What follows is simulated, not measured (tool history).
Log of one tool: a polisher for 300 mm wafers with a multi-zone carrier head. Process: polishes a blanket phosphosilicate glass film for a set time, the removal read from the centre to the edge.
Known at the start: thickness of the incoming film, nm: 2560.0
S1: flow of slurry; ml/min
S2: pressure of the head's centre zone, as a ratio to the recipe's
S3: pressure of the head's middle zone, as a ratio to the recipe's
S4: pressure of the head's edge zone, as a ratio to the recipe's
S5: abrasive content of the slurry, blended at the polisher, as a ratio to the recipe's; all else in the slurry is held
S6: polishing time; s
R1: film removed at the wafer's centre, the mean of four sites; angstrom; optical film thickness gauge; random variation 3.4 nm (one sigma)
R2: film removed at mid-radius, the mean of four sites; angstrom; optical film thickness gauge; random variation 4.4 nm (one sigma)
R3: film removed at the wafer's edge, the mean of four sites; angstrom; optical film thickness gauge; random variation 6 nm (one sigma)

run 1 hour=0 | S1=170 S2=1 S3=1 S4=1 S5=1 S6=83 | R1=3825.2 R2=3819.6 R3=3929.6
run 2 hour=5.9 | S1=170 S2=1 S3=1 S4=1 S5=1.2 S6=83 | R1=4168 R2=4229.9 R3=4244.3
run 3 hour=13.7 | S1=170 S2=1 S3=1 S4=1 S5=1.2 S6=95 | R1=4795.4 R2=4778.7 R3=4731.7
run 4 hour=14.7 | S1=170 S2=1.04 S3=1 S4=1 S5=1.2 S6=95 | R1=4982.1 R2=4732.5 R3=4744.3
-- hour=18.6 slurry nozzle cleaned
run 5 hour=18.6 | S1=165 S2=1.04 S3=1 S4=0.99 S5=1.2 S6=95 | R1=5095.6 R2=4920.6 R3=4909.2
run 6 hour=20.6 | S1=165 S2=1.04 S3=1 S4=0.99 S5=1.2 S6=106 | R1=5768.1 R2=5552.9 R3=5491.5

Forecast run 7:
run 7 hour=27.5 | S1=165 S2=1.04 S3=1 S4=0.99 S5=1.2 S6=106 | R1=? R2=? R3=?

R1: 5743 angstrom
R2: 5400.3 angstrom
R3: 5416.1 angstrom
